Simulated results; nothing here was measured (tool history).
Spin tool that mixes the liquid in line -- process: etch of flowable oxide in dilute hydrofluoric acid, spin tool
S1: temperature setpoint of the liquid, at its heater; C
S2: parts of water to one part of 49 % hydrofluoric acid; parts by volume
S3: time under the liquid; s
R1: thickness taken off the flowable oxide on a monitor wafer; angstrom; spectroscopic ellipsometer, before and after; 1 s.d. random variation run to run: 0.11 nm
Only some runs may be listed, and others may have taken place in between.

run 1 hour=0 | S1=21 S2=90 S3=65 | R1=213.38
run 2 hour=0.8 | S1=23 S2=90 S3=65 | R1=234.56
run 3 hour=6.9 | S1=22.5 S2=90 S3=65 | R1=228.31
run 4 hour=12.6 | S1=19 S2=90 S3=65 | R1=200.21
run 5 hour=14.4 | S1=18 S2=100 S3=65 | R1=169.84
run 6 hour=18.6 | S1=18 S2=100 S3=50 | R1=132.33
run 7 hour=22.3 | S1=19 S2=100 S3=50 | R1=135.31

Run 8 comes next. What will it give?
run 8 hour=23 | S1=20 S2=100 S3=50 | R1=?

{"run 8": {"R1": 141.65}}

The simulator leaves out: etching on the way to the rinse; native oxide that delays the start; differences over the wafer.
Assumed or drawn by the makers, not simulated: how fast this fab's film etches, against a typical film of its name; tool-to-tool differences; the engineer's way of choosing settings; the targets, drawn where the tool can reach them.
